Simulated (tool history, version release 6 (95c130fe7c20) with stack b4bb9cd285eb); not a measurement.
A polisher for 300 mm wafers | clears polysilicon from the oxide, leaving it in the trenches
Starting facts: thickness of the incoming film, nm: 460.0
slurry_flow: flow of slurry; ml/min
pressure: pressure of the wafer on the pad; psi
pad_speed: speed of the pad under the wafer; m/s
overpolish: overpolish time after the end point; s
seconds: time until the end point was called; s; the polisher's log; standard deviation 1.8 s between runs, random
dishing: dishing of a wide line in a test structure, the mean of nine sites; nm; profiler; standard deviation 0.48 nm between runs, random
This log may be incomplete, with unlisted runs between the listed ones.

run    day  slurry_flow  pressure  pad_speed  overpolish  seconds  dishing
  1      0          220       2.9       0.78          13   49.317   49.917
  2  0.025          215       2.4       0.68          12    66.71   44.974
  3  0.242          215       2.1       0.62          12   83.234    42.26
  4  0.492          215       2.1       0.62          15   83.079   45.668
  5    0.7          215       1.9       0.58          14   99.401   40.432
  6  0.946          180       1.9       0.58          14   101.45   41.218
  7  0.996          175       1.7       0.58          14   111.94   38.427
  8  1.121          170       1.6       0.58          15   117.81   38.752

Estimate the outcome of run 9 from the log above:
  9  1.175          165       1.6       0.58          15        ?        ?

Run 9 measured seconds 119.16 s, dishing 38.502 nm.
